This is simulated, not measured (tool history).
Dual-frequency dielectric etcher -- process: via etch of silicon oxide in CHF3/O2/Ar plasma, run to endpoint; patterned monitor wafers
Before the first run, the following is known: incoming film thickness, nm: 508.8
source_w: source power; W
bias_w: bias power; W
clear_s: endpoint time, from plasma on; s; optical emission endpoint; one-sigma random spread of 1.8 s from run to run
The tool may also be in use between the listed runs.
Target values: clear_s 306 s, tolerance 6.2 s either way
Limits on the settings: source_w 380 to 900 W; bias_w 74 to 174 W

{"run": 1, "hour": 0.0, "source_w": 640, "bias_w": 124, "clear_s": 275.1}
{"run": 2, "hour": 4.5, "source_w": 680, "bias_w": 124, "clear_s": 265.76}
{"run": 3, "hour": 9.2, "source_w": 640, "bias_w": 123, "clear_s": 272.88}
{"run": 4, "hour": 10.7, "source_w": 610, "bias_w": 121, "clear_s": 284.07}
{"hour": 19.2, "done": "source power generator calibrated"}
{"run": 5, "hour": 19.2, "source_w": 590, "bias_w": 120, "clear_s": 283.81}
{"run": 6, "hour": 25.2, "source_w": 570, "bias_w": 119, "clear_s": 290.49}
{"run": 7, "hour": 29.9, "source_w": 560, "bias_w": 118, "clear_s": 292.89}
{"run": 8, "hour": 33.2, "source_w": 550, "bias_w": 117, "clear_s": 296.62}
{"run": 9, "hour": 37.3, "source_w": 540, "bias_w": 117, "clear_s": 300.11}

Which one of the following 5 next-run settings gets every result inside its allowed miss? There is exactly one.
{"run": "A", "hour": 41.4, "source_w": 570, "bias_w": 94, "clear_s": "?"}
{"run": "B", "hour": 41.4, "source_w": 580, "bias_w": 112, "clear_s": "?"}
{"run": "C", "hour": 41.4, "source_w": 580, "bias_w": 122, "clear_s": "?"}
{"run": "D", "hour": 41.4, "source_w": 580, "bias_w": 116, "clear_s": "?"}
{"run": "E", "hour": 41.4, "source_w": 600, "bias_w": 102, "clear_s": "?"}

move=A clear_s=303.18
move=B clear_s=288.91
move=C clear_s=283.14
move=D clear_s=286.55
move=E clear_s=289.92
A: every result within its allowed miss
B: further off than the last run
C: further off than the last run
D: further off than the last run
E: further off than the last run
Move A is the one to make.
